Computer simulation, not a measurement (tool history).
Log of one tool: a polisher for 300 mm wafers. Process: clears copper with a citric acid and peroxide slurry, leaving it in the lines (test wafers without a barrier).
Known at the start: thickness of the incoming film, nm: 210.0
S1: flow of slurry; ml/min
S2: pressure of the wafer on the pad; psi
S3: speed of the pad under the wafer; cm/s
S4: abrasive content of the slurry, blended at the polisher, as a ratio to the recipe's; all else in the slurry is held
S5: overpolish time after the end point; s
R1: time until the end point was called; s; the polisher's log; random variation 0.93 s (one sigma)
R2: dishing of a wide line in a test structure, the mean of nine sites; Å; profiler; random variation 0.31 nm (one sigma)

run,hour,S1,S2,S3,S4,S5,R1,R2
1,0,285,3.4,98,1,15,109.24,218.35
2,4.5,285,3.5,98,1,14,107.96,210.9
3,12.6,285,4.1,98,1,14,93.101,243.01
4,17.8,350,4.1,98,1,14,91.212,244.34
# hour 21.3: worn pad replaced by a new one
5,21.3,305,4.1,98,1,14,85.873,270.02
6,25.6,305,4.8,98,1,14,72.429,297.36
7,33.9,305,4.5,98,1,13,78.208,253.58

Forecast run 8:
8,41,305,4.2,98,1,12,?,?

R1: 83.948 s
R2: 234.38 Å

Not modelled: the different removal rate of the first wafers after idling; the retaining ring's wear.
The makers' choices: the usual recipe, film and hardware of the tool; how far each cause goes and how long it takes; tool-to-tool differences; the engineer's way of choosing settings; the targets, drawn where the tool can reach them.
